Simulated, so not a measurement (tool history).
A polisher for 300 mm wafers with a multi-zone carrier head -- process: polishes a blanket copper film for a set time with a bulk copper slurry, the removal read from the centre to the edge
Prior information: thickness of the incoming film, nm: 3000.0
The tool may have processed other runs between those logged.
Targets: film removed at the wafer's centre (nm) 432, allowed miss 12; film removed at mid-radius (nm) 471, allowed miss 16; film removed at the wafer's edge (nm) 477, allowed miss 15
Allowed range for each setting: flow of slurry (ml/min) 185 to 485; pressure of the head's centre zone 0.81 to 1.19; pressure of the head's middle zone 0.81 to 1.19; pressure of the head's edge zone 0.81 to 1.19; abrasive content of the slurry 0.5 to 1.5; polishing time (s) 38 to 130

run	hour	flow of slurry (ml/min)	pressure of the head's centre zone	pressure of the head's middle zone	pressure of the head's edge zone	abrasive content of the slurry	polishing time (s)	film removed at the wafer's centre (nm)	film removed at mid-radius (nm)	film removed at the wafer's edge (nm)
1	0	310	1	1	1	1	84	774.12	737.98	750.11
2	1.6	305	0.96	0.99	0.98	0.9	79	693.07	682.32	684.93
3	7.3	350	0.96	0.99	0.98	0.9	79	705.23	684.23	695.49
4	10.7	350	0.96	0.93	0.98	0.9	79	692.94	656.92	690.85
5	16.7	350	0.96	0.93	0.98	0.9	93	820.8	757.98	804.19
6	19.2	350	0.96	0.93	1.06	0.9	93	826.28	760.87	845.26
7	26.7	335	0.93	0.92	1.03	0.8	86	725.28	679.01	754.35
8	34.3	325	0.91	0.93	1	0.75	80	652.64	637.59	682.22
9	40.4	315	0.89	0.93	0.98	0.7	76	595.3	598.59	630.86
10	43.9	305	0.87	0.92	0.96	0.65	73	552.26	561.18	593.72
11	50.8	255	0.81	0.93	0.86	0.5	60	399.71	449.69	443.88
12	53.5	270	0.81	0.93	0.87	0.5	60	404.11	446.19	454.17
13	60.3	280	0.82	0.94	0.88	0.5	60	407.02	444.39	446.92
14	67.9	280	0.82	0.95	0.89	0.5	60	415.2	446.38	451.99
15	76.2	280	0.82	0.95	0.9	0.55	60	409.79	460.92	460.63
16	82.7	320	0.86	0.94	0.94	0.55	61	440.34	472.05	486.15

5 candidate next runs follow, results not yet known. Just one meets every target within its allowed miss. Identify it.
A	89.2	280	0.86	0.94	0.94	0.5	64	?	?	?
B	89.2	265	0.87	0.91	0.95	0.6	62	?	?	?
C	89.2	400	0.83	0.93	0.99	0.5	62	?	?	?
D	89.2	245	0.88	0.92	0.96	0.5	64	?	?	?
E	89.2	295	0.83	0.95	0.92	0.65	60	?	?	?

move	film removed at the wafer's centre (nm)	film removed at mid-radius (nm)	film removed at the wafer's edge (nm)
A	454.49	479.86	494.01
B	454.08	461.55	491.48
C	438.69	474.49	501.73
D	458.25	464.98	494.02
E	428.91	473.36	477.51
A: further off than the last run
B: further off than the last run
C: meets the target for the result that was furthest off, but another lies outside its allowed miss
D: further off than the last run
E: all results land within tolerance of their targets
Go with E: it meets all targets.
